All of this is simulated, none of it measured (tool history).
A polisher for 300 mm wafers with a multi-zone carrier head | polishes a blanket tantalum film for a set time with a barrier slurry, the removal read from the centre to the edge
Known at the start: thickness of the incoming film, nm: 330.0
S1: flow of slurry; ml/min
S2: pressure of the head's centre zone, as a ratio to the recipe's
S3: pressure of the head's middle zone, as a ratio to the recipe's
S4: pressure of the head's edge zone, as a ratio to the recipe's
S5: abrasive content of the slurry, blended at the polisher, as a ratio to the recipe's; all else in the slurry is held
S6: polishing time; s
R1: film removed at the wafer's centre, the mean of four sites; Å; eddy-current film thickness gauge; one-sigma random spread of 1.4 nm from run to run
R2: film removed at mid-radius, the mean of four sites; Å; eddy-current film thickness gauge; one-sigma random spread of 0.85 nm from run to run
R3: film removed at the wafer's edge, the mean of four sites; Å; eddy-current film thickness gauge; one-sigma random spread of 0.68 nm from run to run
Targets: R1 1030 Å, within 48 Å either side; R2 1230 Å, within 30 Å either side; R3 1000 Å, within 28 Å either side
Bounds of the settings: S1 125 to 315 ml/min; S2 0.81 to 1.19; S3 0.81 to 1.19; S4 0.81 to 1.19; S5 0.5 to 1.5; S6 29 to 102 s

| run | hour | S1 | S2 | S3 | S4 | S5 | S6 | R1 | R2 | R3 |
|---|---|---|---|---|---|---|---|---|---|---|
| 1 | 0 | 205 | 1 | 1 | 1 | 1 | 65 | 1237.6 | 1247 | 1246.4 |
| 2 | 3.2 | 205 | 1 | 1 | 1 | 1.1 | 65 | 1297.4 | 1303.4 | 1282.6 |
| 3 | 7.8 | 205 | 1.05 | 1 | 1 | 1.1 | 65 | 1347.8 | 1298.5 | 1296.2 |
| 4 | 10.6 | 205 | 1.02 | 1.03 | 0.95 | 1 | 64 | 1260.3 | 1261.4 | 1198 |
| 5 | 18.5 | 200 | 0.99 | 1.06 | 0.91 | 0.95 | 64 | 1205.6 | 1258.8 | 1146.1 |
| 6 | 26.8 | 200 | 0.91 | 1.06 | 0.91 | 0.95 | 64 | 1094.2 | 1254.2 | 1157.2 |
| 7 | 31.4 | 165 | 0.94 | 1.15 | 0.81 | 0.7 | 63 | 954.75 | 1115.4 | 904.17 |
| 8 | 35 | 220 | 0.93 | 1.17 | 0.87 | 0.7 | 63 | 945.74 | 1185.3 | 968.11 |
| 9 | 42 | 230 | 0.95 | 1.17 | 0.88 | 0.7 | 63 | 989.59 | 1186 | 971.21 |
| 10 | 43.2 | 230 | 0.95 | 1.17 | 0.88 | 0.7 | 63 | 992 | 1186.1 | 976.08 |
| 11 | 45 | 235 | 0.95 | 1.18 | 0.88 | 0.7 | 63 | 980.13 | 1196.5 | 976.36 |

Pick the move, out of 4, that brings all results within their allowed miss; only one does.
| A | 46.8 | 210 | 0.91 | 1.17 | 0.87 | 0.85 | 57 | ? | ? | ? |
| B | 46.8 | 245 | 0.97 | 1.08 | 0.91 | 0.7 | 65 | ? | ? | ? |
| C | 46.8 | 185 | 1.02 | 1.13 | 0.91 | 0.75 | 62 | ? | ? | ? |
| D | 46.8 | 200 | 0.97 | 1.19 | 0.89 | 0.65 | 69 | ? | ? | ? |

| move | R1 | R2 | R3 |
|---|---|---|---|
| A | 956.76 | 1189.5 | 958.01 |
| B | 1072.5 | 1165 | 1022.8 |
| C | 1076.1 | 1159.3 | 987.46 |
| D | 1058 | 1251.9 | 1005.6 |
A: its largest miss is bigger than the last run's
B: its largest miss is bigger than the last run's
C: its largest miss is bigger than the last run's
D: all results land within tolerance of their targets
The right move is D.
